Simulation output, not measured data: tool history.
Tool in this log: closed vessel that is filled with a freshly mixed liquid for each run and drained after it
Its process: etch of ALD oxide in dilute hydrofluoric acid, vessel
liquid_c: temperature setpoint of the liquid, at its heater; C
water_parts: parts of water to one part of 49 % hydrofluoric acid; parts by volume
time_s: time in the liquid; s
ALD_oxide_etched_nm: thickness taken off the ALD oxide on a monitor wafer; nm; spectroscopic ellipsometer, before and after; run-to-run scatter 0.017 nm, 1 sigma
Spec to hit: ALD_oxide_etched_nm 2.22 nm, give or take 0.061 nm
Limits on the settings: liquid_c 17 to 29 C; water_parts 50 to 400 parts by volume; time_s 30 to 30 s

Run 1, hour 0: liquid_c 21 C, water_parts 225 parts by volume, time_s 30 s. Result: ALD_oxide_etched_nm 2.0504 nm.
Run 2, hour 0.9: liquid_c 21 C, water_parts 300 parts by volume, time_s 30 s. Result: ALD_oxide_etched_nm 1.4334 nm.
Run 3, hour 7.3: liquid_c 23.5 C, water_parts 290 parts by volume, time_s 30 s. Result: ALD_oxide_etched_nm 1.6662 nm.
Run 4, hour 14.9: liquid_c 25 C, water_parts 290 parts by volume, time_s 30 s. Result: ALD_oxide_etched_nm 1.7597 nm.
Run 5, hour 15.6: liquid_c 26.5 C, water_parts 285 parts by volume, time_s 30 s. Result: ALD_oxide_etched_nm 1.8654 nm.
Run 6, hour 21.5: liquid_c 24.5 C, water_parts 285 parts by volume, time_s 30 s. Result: ALD_oxide_etched_nm 1.762 nm.
Run 7, hour 26.6: liquid_c 26 C, water_parts 280 parts by volume, time_s 30 s. Result: ALD_oxide_etched_nm 1.89 nm.
Run 8, hour 33.4: liquid_c 27 C, water_parts 275 parts by volume, time_s 30 s. Result: ALD_oxide_etched_nm 1.9845 nm.

Pick the move, out of 4, that brings all results within their allowed miss; only one does.
Run A, hour 40.2: liquid_c 28.5 C, water_parts 295 parts by volume, time_s 30 s. Result: ALD_oxide_etched_nm ?.
Run B, hour 40.2: liquid_c 27 C, water_parts 300 parts by volume, time_s 30 s. Result: ALD_oxide_etched_nm ?.
Run C, hour 40.2: liquid_c 26.5 C, water_parts 250 parts by volume, time_s 30 s. Result: ALD_oxide_etched_nm ?.
Run D, hour 40.2: liquid_c 26 C, water_parts 260 parts by volume, time_s 30 s. Result: ALD_oxide_etched_nm ?.

move  ALD_oxide_etched_nm
   A               1.9401
   B               1.8051
   C               2.2393
   D               2.0943
A: its largest miss is bigger than the last run's
B: its largest miss is bigger than the last run's
C: all results land within tolerance of their targets
D: closer than the last run, but not yet in spec
Correct choice: C, which meets every target

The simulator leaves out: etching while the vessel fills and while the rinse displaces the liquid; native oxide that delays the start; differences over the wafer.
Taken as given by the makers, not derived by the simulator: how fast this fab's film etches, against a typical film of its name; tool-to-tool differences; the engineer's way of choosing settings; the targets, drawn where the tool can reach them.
